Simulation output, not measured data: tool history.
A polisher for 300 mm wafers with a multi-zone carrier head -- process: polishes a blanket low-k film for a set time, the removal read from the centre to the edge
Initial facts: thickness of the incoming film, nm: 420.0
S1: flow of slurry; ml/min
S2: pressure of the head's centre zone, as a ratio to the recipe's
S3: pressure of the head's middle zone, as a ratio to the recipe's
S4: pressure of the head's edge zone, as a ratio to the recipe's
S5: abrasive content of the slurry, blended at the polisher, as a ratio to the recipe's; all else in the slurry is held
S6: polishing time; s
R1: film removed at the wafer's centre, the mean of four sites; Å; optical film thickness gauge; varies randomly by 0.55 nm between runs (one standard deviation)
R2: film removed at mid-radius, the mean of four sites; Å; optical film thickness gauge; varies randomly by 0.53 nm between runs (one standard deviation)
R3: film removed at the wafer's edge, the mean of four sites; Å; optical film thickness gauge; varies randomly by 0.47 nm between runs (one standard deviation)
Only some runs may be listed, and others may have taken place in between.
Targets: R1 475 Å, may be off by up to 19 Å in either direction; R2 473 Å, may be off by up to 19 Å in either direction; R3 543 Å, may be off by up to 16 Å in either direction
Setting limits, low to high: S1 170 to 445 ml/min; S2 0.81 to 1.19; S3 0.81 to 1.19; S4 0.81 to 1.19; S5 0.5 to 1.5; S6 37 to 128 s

run,hour,S1,S2,S3,S4,S5,S6,R1,R2,R3
1,0,285,1,1,1,1,82,383.34,387.79,389.29
2,1.3,285,1,1,1,1,72,335.66,340.24,346.41
3,7.2,285,1,0.99,1.02,1.05,73,344.42,353.74,353.59
4,7.7,285,1,0.99,1.02,1.05,65,308.67,313.36,318.34
5,10.6,320,1,0.99,1.02,1.05,65,308.93,312.14,320.06
6,15.4,320,1,0.99,1.02,1.05,56,269.82,272.38,274.59
7,19,320,1,0.97,1.04,1.1,60,288.68,284.48,299.62
8,27.8,320,0.99,0.99,1.14,1.35,83,434.84,434.55,465.11
9,35.7,330,0.93,0.93,1.19,1.5,89,453.29,461.49,534.62

Consider the 4 candidate settings below. Which is the only one whose results all fall within their allowed miss of target?
A,43.6,320,0.89,0.96,1.19,1.25,93,?,?,?
B,43.6,330,0.89,0.84,1.13,1.35,95,?,?,?
C,43.6,385,0.95,0.92,1.16,1.5,90,?,?,?
D,43.6,280,0.91,0.99,1.17,1.4,88,?,?,?

move,R1,R2,R3
A,424.76,470.35,529.99
B,446.39,442.78,543.12
C,473.95,473.59,544.36
D,422.17,469.5,512.14
A: moves away from the targets compared with the last run
B: moves away from the targets compared with the last run
C: hits every target within its allowed miss
D: moves away from the targets compared with the last run
Go with C: it meets all targets.

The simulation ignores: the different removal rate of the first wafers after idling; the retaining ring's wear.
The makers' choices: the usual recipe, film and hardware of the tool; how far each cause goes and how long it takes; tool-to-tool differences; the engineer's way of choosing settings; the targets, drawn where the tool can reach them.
